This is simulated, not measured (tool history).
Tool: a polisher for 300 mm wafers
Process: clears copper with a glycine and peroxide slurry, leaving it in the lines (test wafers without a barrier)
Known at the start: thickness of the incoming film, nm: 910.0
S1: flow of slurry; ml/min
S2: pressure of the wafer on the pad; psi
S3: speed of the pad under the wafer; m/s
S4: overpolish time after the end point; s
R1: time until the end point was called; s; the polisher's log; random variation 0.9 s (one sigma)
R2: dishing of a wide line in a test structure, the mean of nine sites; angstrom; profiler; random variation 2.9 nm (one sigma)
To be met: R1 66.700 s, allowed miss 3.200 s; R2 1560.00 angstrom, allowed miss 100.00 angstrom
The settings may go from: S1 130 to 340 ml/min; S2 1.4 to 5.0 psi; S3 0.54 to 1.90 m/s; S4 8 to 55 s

{"run": 1, "hour": 0.0, "S1": 220, "S2": 3.2, "S3": 1.22, "S4": 28, "R1": 104.04, "R2": 1131.6}
{"run": 2, "hour": 4.4, "S1": 220, "S2": 3.2, "S3": 1.02, "S4": 28, "R1": 124.89, "R2": 1043.0}
{"run": 3, "hour": 11.2, "S1": 220, "S2": 3.2, "S3": 0.76, "S4": 28, "R1": 159.76, "R2": 891.71}
{"run": 4, "hour": 15.8, "S1": 265, "S2": 3.2, "S3": 0.76, "S4": 28, "R1": 157.03, "R2": 911.75}
{"run": 5, "hour": 20.0, "S1": 265, "S2": 3.8, "S3": 0.9, "S4": 28, "R1": 117.0, "R2": 1098.9}
{"run": 6, "hour": 22.6, "S1": 265, "S2": 3.8, "S3": 0.9, "S4": 19, "R1": 116.85, "R2": 836.0}
{"run": 7, "hour": 29.7, "S1": 265, "S2": 4.1, "S3": 1.0, "S4": 22, "R1": 102.32, "R2": 1062.7}
{"run": 8, "hour": 33.0, "S1": 265, "S2": 4.4, "S3": 1.1, "S4": 22, "R1": 84.806, "R2": 1144.2}
{"run": 9, "hour": 36.9, "S1": 265, "S2": 4.6, "S3": 1.14, "S4": 24, "R1": 81.631, "R2": 1259.6}
{"run": 10, "hour": 38.6, "S1": 265, "S2": 4.7, "S3": 1.2, "S4": 25, "R1": 74.93, "R2": 1334.1}
{"run": 11, "hour": 41.1, "S1": 265, "S2": 4.8, "S3": 1.22, "S4": 26, "R1": 73.714, "R2": 1360.0}
{"run": 12, "hour": 47.6, "S1": 265, "S2": 4.9, "S3": 1.24, "S4": 27, "R1": 70.678, "R2": 1461.3}

Which of these 4 next moves meets every target?
{"run": "A", "hour": 54.1, "S1": 315, "S2": 4.8, "S3": 1.52, "S4": 25, "R1": "?", "R2": "?"}
{"run": "B", "hour": 54.1, "S1": 265, "S2": 4.7, "S3": 1.56, "S4": 27, "R1": "?", "R2": "?"}
{"run": "C", "hour": 54.1, "S1": 270, "S2": 4.5, "S3": 1.2, "S4": 27, "R1": "?", "R2": "?"}
{"run": "D", "hour": 54.1, "S1": 315, "S2": 5.0, "S3": 1.26, "S4": 28, "R1": "?", "R2": "?"}

move=A R1=58.736 R2=1542.10
move=B R1=59.290 R2=1580.90
move=C R1=78.282 R2=1390.40
move=D R1=67.223 R2=1546.60
A: takes the biggest miss from the last run beyond its target
B: takes the biggest miss from the last run beyond its target
C: further off than the last run
D: meets every target
The move that meets every target is D.
